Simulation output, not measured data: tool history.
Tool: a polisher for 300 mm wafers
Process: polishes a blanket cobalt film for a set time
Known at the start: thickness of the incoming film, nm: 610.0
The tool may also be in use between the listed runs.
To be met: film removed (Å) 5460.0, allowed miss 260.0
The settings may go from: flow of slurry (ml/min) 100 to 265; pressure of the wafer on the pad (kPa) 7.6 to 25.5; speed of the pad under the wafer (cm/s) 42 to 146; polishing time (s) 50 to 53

run,hour,flow of slurry (ml/min),pressure of the wafer on the pad (kPa),speed of the pad under the wafer (cm/s),polishing time (s),film removed (Å)
1,0.0,170,16.5,94,50,3440.3
2,2.7,170,17.2,94,50,3482.8
3,3.8,170,18.6,94,50,3796.3
4,6.1,170,18.6,114,50,4341.9
5,10.5,170,18.6,94,50,3875.2
6,18.3,170,19.3,94,50,3978.9
7,22.9,170,20.0,94,50,4135.0
8,24.4,170,20.7,94,50,4277.7

4 next moves are on the table. One of them brings every result within its allowed miss. Which?
A,25.9,170,22.1,130,53,?
B,25.9,155,16.5,82,50,?
C,25.9,170,20.7,124,51,?
D,25.9,180,18.6,78,50,?

move,film removed (Å)
A,6239.6
B,3089.5
C,5426.4
D,3388.2
A: takes the result that was furthest off past its target
B: further off than the last run
C: meets every target
D: further off than the last run
Move C is the one to make.
